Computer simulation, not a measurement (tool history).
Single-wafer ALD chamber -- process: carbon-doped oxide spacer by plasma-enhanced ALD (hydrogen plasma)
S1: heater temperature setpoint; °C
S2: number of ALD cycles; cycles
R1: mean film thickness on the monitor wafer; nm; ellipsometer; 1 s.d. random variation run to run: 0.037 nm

{"run": 1, "hour": 0.0, "S1": 400, "S2": 181, "R1": 8.9419}
{"run": 2, "hour": 5.4, "S1": 391, "S2": 181, "R1": 8.9145}
{"run": 3, "hour": 8.7, "S1": 383, "S2": 181, "R1": 8.8622}
{"run": 4, "hour": 16.2, "S1": 383, "S2": 199, "R1": 9.7229}
{"run": 5, "hour": 22.8, "S1": 382, "S2": 186, "R1": 9.1859}
{"run": 6, "hour": 24.2, "S1": 391, "S2": 186, "R1": 9.192}
{"run": 7, "hour": 26.9, "S1": 388, "S2": 175, "R1": 8.551}
{"run": 8, "hour": 30.3, "S1": 387, "S2": 166, "R1": 8.177}

Run 9 has not been measured yet. What should we expect?
{"run": 9, "hour": 38.4, "S1": 385, "S2": 159, "R1": "?"}

R1: 7.7284 nm
